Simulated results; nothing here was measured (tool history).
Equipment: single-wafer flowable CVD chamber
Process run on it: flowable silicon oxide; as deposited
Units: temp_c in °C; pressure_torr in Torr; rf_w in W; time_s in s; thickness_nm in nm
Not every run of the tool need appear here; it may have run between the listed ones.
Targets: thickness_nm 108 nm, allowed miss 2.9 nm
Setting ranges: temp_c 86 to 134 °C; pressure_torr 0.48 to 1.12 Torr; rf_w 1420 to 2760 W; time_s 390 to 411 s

run	day	temp_c	pressure_torr	rf_w	time_s	thickness_nm
1	0	110	0.8	2090	411	188.69
2	0.238	115	0.799	2090	411	159.66
3	0.471	115	0.799	2210	411	161.52
4	0.742	115	0.799	2210	390	154.18
5	1.092	115	0.799	2375	390	154.81
6	1.471	118	0.798	2375	390	141.16
7	1.662	120	0.797	2375	390	132.81
8	1.858	122	0.796	2375	390	126.12
9	1.979	124	0.796	2375	390	119.31
10	2.158	125	0.796	2375	390	116.54
11	2.354	126	0.796	2375	390	113.41

Which one of the following 4 next-run settings gets every result inside its allowed miss? There is exactly one.
A	2.55	132	0.888	2515	390	?
B	2.55	126	0.748	2480	411	?
C	2.55	122	0.655	2100	390	?
D	2.55	130	0.792	2510	390	?

move	thickness_nm
A	109.24
B	112.89
C	102.54
D	102.17
A: every result lands within tolerance
B: an improvement on the last run, though not all results are within tolerance
C: moves the result that the last run missed by most past its target, out the other side
D: moves the result that the last run missed by most past its target, out the other side
Go with A: it meets all targets.

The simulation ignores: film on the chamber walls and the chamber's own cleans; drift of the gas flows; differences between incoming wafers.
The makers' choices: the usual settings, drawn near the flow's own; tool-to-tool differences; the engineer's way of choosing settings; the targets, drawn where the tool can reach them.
